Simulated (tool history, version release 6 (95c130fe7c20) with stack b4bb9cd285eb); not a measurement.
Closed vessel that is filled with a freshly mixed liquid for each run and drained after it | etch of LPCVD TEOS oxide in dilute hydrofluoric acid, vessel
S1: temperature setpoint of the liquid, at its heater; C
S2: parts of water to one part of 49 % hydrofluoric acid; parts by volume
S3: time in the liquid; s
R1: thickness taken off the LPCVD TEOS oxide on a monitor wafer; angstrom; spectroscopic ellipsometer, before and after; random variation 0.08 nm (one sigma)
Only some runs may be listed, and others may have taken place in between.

run,hour,S1,S2,S3,R1
1,0,23,235,90,159.2
2,7.5,22.5,240,90,152.45
3,15.7,22,245,90,146.58
4,17.4,21.5,250,90,138.47
5,24,23,250,90,146.67
6,30.9,22.5,255,90,140.31
7,36.9,22,260,90,134.91
8,44.8,21.5,265,90,129.35

What does the tool deliver on the next run?
9,48.4,21,265,90,?

For run 9 the tool returned R1 126.41 angstrom.
